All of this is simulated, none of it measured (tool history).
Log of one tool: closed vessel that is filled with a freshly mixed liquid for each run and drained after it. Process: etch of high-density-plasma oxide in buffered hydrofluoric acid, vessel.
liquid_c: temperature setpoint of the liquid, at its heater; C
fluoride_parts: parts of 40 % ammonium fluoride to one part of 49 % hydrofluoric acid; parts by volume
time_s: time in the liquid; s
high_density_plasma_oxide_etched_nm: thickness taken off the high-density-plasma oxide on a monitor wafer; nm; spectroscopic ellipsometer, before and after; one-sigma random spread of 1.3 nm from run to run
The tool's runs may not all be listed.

run	hour	liquid_c	fluoride_parts	time_s	high_density_plasma_oxide_etched_nm
1	0.0	22.0	10.0	90	107.680
2	4.1	22.0	11.0	90	99.409
3	6.1	24.0	11.0	90	109.710
4	10.8	24.0	11.0	100	123.640
5	14.7	25.0	11.0	100	128.060
6	18.4	25.0	11.0	100	128.730
7	21.2	25.5	11.0	100	132.870

Expected results for the next run?
8	28.3	26.0	11.0	100	?

high_density_plasma_oxide_etched_nm: 134.540 nm
